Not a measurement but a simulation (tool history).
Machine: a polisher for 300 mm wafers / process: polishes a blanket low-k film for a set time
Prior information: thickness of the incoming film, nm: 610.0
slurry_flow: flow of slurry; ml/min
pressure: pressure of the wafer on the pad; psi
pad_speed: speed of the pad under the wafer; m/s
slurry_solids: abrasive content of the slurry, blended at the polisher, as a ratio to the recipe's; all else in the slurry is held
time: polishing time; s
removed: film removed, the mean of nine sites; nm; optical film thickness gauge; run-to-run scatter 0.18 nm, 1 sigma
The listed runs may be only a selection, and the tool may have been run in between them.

run    day  slurry_flow  pressure  pad_speed  slurry_solids  time  removed
  1      0          170       2.4        1.1              1    51   25.487
  2  0.108          170       2.8        1.1              1    51   28.402
  3  0.475          210       2.8        1.1              1    51   29.127
  4    0.5          210       2.8        1.1            0.8    51   27.385
  5  0.721          210       2.5       1.06            0.8    51   24.508
  6  1.025          210       2.5       1.06            0.8    51   24.415
  7  1.221          210       2.3       1.02            0.8    51   22.753
  8  1.542          210       2.1       0.96            0.8    51   19.595
  9  1.858          210       1.9       0.94            0.8    51   17.503
 10  2.088          210       1.8       0.94            0.8    51   17.114
 11  2.242          210       1.7       0.94            0.8    51   16.775
 12  2.304          205       1.1        0.9            0.8    51   11.641
 13  2.633          210       1.1        0.9            0.8    51   11.952
 14  2.708          215       1.1        0.9            0.8    51   12.051
 15  2.929          220       1.1        0.9            0.8    51   11.983

Expected results for the next run?
 16  3.138          220       1.2        0.9            0.8    51        ?

{"run 16": {"removed": 12.472}}

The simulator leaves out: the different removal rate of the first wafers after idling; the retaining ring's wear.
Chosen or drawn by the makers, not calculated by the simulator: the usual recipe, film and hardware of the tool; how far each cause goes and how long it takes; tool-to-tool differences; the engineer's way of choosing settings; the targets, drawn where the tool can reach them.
